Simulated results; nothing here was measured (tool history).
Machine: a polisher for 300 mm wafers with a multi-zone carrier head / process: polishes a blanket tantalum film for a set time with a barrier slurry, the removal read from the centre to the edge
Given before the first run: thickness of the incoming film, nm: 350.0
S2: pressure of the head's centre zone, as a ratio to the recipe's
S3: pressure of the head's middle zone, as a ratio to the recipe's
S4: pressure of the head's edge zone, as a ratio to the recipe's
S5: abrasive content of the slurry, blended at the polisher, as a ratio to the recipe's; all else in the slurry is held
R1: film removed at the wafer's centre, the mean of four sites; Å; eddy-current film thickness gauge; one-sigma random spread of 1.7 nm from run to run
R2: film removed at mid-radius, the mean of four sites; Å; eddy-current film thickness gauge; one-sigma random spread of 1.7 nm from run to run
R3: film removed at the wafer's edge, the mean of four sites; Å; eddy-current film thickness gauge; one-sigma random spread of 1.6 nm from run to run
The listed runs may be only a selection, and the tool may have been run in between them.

{"run": 1, "hour": 0.0, "flow of slurry (ml/min)": 155, "S2": 1.0, "S3": 1.0, "S4": 1.0, "S5": 1.0, "polishing time (s)": 45, "R1": 814.09, "R2": 813.31, "R3": 810.67}
{"run": 2, "hour": 4.5, "flow of slurry (ml/min)": 165, "S2": 1.02, "S3": 1.02, "S4": 1.0, "S5": 1.1, "polishing time (s)": 46, "R1": 880.65, "R2": 884.72, "R3": 904.13}
{"run": 3, "hour": 7.0, "flow of slurry (ml/min)": 165, "S2": 1.05, "S3": 1.05, "S4": 0.97, "S5": 1.1, "polishing time (s)": 48, "R1": 936.17, "R2": 928.6, "R3": 907.22}
{"run": 4, "hour": 8.7, "flow of slurry (ml/min)": 170, "S2": 1.07, "S3": 1.07, "S4": 0.95, "S5": 1.15, "polishing time (s)": 50, "R1": 1012.1, "R2": 996.75, "R3": 942.52}
{"run": 5, "hour": 13.3, "flow of slurry (ml/min)": 175, "S2": 1.08, "S3": 1.09, "S4": 0.94, "S5": 1.2, "polishing time (s)": 51, "R1": 1078.5, "R2": 1066.0, "R3": 977.12}
{"run": 6, "hour": 20.1, "flow of slurry (ml/min)": 140, "S2": 1.08, "S3": 1.09, "S4": 0.94, "S5": 1.2, "polishing time (s)": 51, "R1": 997.61, "R2": 1011.5, "R3": 947.89}

What does the tool deliver on the next run?
{"run": 7, "hour": 22.8, "flow of slurry (ml/min)": 185, "S2": 1.16, "S3": 1.19, "S4": 0.98, "S5": 1.45, "polishing time (s)": 54, "R1": "?", "R2": "?", "R3": "?"}

For run 7 the tool returned R1 1272.80 Å, R2 1289.30 Å, R3 1133.90 Å.
